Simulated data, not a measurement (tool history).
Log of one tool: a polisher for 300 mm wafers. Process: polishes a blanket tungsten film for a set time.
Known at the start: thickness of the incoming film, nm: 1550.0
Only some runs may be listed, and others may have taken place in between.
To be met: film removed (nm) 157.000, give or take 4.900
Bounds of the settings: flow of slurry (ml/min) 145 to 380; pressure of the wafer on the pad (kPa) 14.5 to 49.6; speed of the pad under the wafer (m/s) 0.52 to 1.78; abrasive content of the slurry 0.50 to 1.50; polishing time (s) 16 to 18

run  hour  flow of slurry (ml/min)  pressure of the wafer on the pad (kPa)  speed of the pad under the wafer (m/s)  abrasive content of the slurry  polishing time (s)  film removed (nm)
  1   0.0                      245                                    31.7                                    1.14                            1.00                  18             98.166
  2   4.1                      245                                    35.2                                    1.14                            1.00                  18            108.070
  3  12.8                      245                                    38.6                                    1.14                            1.00                  18            119.030
  4  18.0                      305                                    38.6                                    1.14                            1.00                  18            118.330
  5  24.9                      305                                    41.4                                    1.14                            1.00                  18            125.450
  6  32.9                      305                                    43.4                                    1.14                            1.00                  18            133.060
  7  38.6                      305                                    44.8                                    1.14                            1.00                  18            135.220
  8  47.6                      305                                    46.2                                    1.16                            1.00                  18            142.640
  9  49.8                      305                                    46.9                                    1.16                            1.00                  18            146.200
 10  57.7                      305                                    46.9                                    1.16                            1.00                  18            146.360
 11  60.9                      305                                    47.6                                    1.16                            1.00                  18            146.680
 12  66.8                      305                                    48.3                                    1.16                            1.00                  18            148.910

Which of these 5 next moves meets every target?
  A  72.7                      315                                    49.6                                    1.22                            1.00                  16                  ?
  B  72.7                      270                                    47.6                                    1.24                            1.05                  18                  ?
  C  72.7                      320                                    46.2                                    1.18                            1.20                  16                  ?
  D  72.7                      300                                    49.0                                    1.14                            1.00                  18                  ?
  E  72.7                      290                                    46.2                                    1.14                            0.90                  18                  ?

move  film removed (nm)
   A            141.160
   B            155.630
   C            135.230
   D            146.470
   E            134.970
A: the biggest miss grows against the last run
B: every result within its allowed miss
C: the biggest miss grows against the last run
D: the biggest miss grows against the last run
E: the biggest miss grows against the last run
The move that meets every target is B.
